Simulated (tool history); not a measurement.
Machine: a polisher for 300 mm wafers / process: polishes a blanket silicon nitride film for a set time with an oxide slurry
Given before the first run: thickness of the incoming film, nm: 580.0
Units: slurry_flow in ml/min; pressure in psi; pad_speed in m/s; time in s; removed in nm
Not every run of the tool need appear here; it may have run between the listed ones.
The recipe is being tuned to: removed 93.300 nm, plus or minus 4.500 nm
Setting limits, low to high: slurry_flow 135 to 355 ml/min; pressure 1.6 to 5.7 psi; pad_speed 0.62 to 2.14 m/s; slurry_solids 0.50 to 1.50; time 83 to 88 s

run,day,slurry_flow,pressure,pad_speed,slurry_solids,time,removed
1,0.000,225,3.6,1.38,1.00,83,60.531
2,0.267,225,3.6,1.38,0.85,83,58.103
3,0.600,225,3.9,1.40,0.85,83,64.013
4,0.808,225,3.9,1.08,0.85,83,50.777
5,0.946,225,4.2,1.10,0.85,83,56.372
6,1.033,225,4.2,1.10,0.85,88,60.616
7,1.262,225,4.4,1.10,0.85,88,62.069
8,1.392,225,4.6,1.12,0.85,88,66.561

4 next moves are on the table. One of them brings every result within its allowed miss. Which?
A,1.521,245,5.5,1.38,0.80,88,?
B,1.521,225,3.6,0.82,1.30,83,?
C,1.521,305,3.7,0.92,0.90,88,?
D,1.521,235,5.4,1.74,0.95,88,?

move,removed
A,93.040
B,44.565
C,48.423
D,116.100
A: in spec on every target
B: lands further from the targets than the last run did
C: lands further from the targets than the last run did
D: takes the result that was furthest off past its target
The move that meets every target is A.
